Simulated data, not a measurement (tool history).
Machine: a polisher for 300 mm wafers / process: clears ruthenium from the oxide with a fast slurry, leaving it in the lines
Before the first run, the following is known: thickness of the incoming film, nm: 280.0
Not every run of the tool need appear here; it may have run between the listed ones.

run  hour  flow of slurry (ml/min)  pressure of the wafer on the pad (kPa)  speed of the pad under the wafer (cm/s)  abrasive content of the slurry  overpolish time after the end point (s)  time until the end point was called (s)  dishing of a wide line in a test structure (angstrom)
  1   0.0                      305                                    13.8                                      102                            1.00                                       13                                  113.740                                                 260.65
  2   7.6                      305                                    11.7                                      102                            1.00                                       13                                  129.390                                                 246.55
  3  14.7                      305                                    11.7                                       80                            1.00                                       13                                  157.420                                                 200.28
  4  20.0                      335                                    11.7                                       80                            1.00                                       13                                  155.230                                                 207.30
  5  22.0                      335                                    11.7                                       80                            1.00                                       11                                  155.510                                                 173.57
  6  23.6                      370                                    13.8                                       72                            0.90                                        9                                  169.380                                                 132.51
  7  29.9                      395                                    15.9                                       72                            0.85                                        8                                  156.740                                                 131.98
  8  32.7                      415                                    17.2                                       70                            0.85                                        7                                  156.140                                                 118.39
     39.2  -- slurry blender recalibrated
  9  39.2                      475                                    21.4                                       62                            1.05                                        4                                   92.188                                                 113.07
 10  46.3                      475                                    20.0                                       58                            1.10                                        4                                   99.834                                                 107.39

Run 11 has not been measured yet. What should we expect?
 11  54.7                      475                                    19.3                                       56                            1.15                                        4                                        ?                                                      ?

time until the end point was called (s): 101.270
dishing of a wide line in a test structure (angstrom): 102.27
